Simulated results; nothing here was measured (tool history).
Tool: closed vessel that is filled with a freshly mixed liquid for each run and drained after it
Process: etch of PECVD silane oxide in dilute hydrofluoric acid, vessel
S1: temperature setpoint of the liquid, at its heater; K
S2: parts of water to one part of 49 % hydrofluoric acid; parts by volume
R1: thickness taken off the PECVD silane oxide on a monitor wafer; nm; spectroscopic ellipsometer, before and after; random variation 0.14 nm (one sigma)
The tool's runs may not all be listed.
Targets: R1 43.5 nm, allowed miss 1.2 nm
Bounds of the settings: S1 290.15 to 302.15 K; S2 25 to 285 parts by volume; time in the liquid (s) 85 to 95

Run 1, hour 0: S1 294.15 K, S2 155 parts by volume, time in the liquid (s) 85. Result: R1 17.181 nm.
Run 2, hour 7: S1 295.15 K, S2 145 parts by volume, time in the liquid (s) 85. Result: R1 19.324 nm.
Run 3, hour 13: S1 296.15 K, S2 135 parts by volume, time in the liquid (s) 85. Result: R1 21.814 nm.
Run 4, hour 22.2: S1 296.65 K, S2 130 parts by volume, time in the liquid (s) 85. Result: R1 23.165 nm.
Run 5, hour 27.9: S1 295.15 K, S2 130 parts by volume, time in the liquid (s) 85. Result: R1 21.939 nm.
Run 6, hour 35.7: S1 296.15 K, S2 125 parts by volume, time in the liquid (s) 85. Result: R1 23.74 nm.
Run 7, hour 39.2: S1 296.65 K, S2 120 parts by volume, time in the liquid (s) 85. Result: R1 25.405 nm.
Run 8, hour 44.9: S1 297.15 K, S2 115 parts by volume, time in the liquid (s) 85. Result: R1 27.358 nm.
Run 9, hour 51.2: S1 297.65 K, S2 110 parts by volume, time in the liquid (s) 85. Result: R1 29.295 nm.
Run 10, hour 60.1: S1 298.15 K, S2 105 parts by volume, time in the liquid (s) 85. Result: R1 31.311 nm.
Run 11, hour 67.8: S1 298.65 K, S2 105 parts by volume, time in the liquid (s) 85. Result: R1 32.253 nm.
Run 12, hour 68.7: S1 299.15 K, S2 105 parts by volume, time in the liquid (s) 85. Result: R1 32.641 nm.
Run 13, hour 72.1: S1 299.15 K, S2 105 parts by volume, time in the liquid (s) 85. Result: R1 32.692 nm.

Which of these 4 next moves meets every target?
Run A, hour 75.5: S1 302.15 K, S2 85 parts by volume, time in the liquid (s) 85. Result: R1 ?.
Run B, hour 75.5: S1 295.65 K, S2 80 parts by volume, time in the liquid (s) 95. Result: R1 ?.
Run C, hour 75.5: S1 299.65 K, S2 130 parts by volume, time in the liquid (s) 85. Result: R1 ?.
Run D, hour 75.5: S1 300.65 K, S2 90 parts by volume, time in the liquid (s) 95. Result: R1 ?.

move      R1
   A  46.755
   B  43.225
   C  26.185
   D  46.261
A: takes the result that was furthest off past its target
B: meets every target
C: further off than the last run
D: takes the result that was furthest off past its target
Answer: B
